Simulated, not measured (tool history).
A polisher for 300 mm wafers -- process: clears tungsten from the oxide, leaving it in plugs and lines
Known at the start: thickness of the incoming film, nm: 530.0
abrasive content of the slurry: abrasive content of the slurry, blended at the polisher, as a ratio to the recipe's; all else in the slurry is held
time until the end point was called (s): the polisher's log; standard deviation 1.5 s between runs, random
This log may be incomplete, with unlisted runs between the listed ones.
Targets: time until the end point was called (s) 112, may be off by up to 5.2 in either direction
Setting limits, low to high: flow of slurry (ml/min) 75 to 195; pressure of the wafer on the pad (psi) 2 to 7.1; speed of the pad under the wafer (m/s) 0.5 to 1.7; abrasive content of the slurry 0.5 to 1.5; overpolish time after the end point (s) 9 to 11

run,hour,flow of slurry (ml/min),pressure of the wafer on the pad (psi),speed of the pad under the wafer (m/s),abrasive content of the slurry,overpolish time after the end point (s),time until the end point was called (s)
1,0,125,4.5,1.1,1,11,82.723
2,2,125,4.5,1.1,1,9,84.496
3,6.9,155,4.5,1.1,1,9,78.478
4,9.3,155,3.9,1.1,1,9,91.221
# hour 12.4: worn pad replaced by a new one
5,12.4,150,3.8,1.1,1,9,85.406
6,16.3,150,3.8,1.1,1,9,85.908
7,17.6,150,3.5,1.08,1,9,94.566
8,23.7,145,3.3,1.08,1,9,102.47
9,31.4,140,3.3,1.08,1,9,100.73
10,37.8,135,3.2,1.08,1,9,104.77

Exercise: of the 4 proposed moves below, exactly one satisfies all targets within the stated allowed misses. Which move is it?
A,44.2,135,2.8,1.3,1.25,11,?
B,44.2,160,3.5,1.04,0.9,9,?
C,44.2,160,2.4,1.32,0.85,9,?
D,44.2,145,3.4,1.1,0.9,9,?

move,time until the end point was called (s)
A,96.177
B,100.04
C,114.98
D,99.063
A: lands further from the targets than the last run did
B: lands further from the targets than the last run did
C: hits every target within its allowed miss
D: lands further from the targets than the last run did
Move C is the one to make.
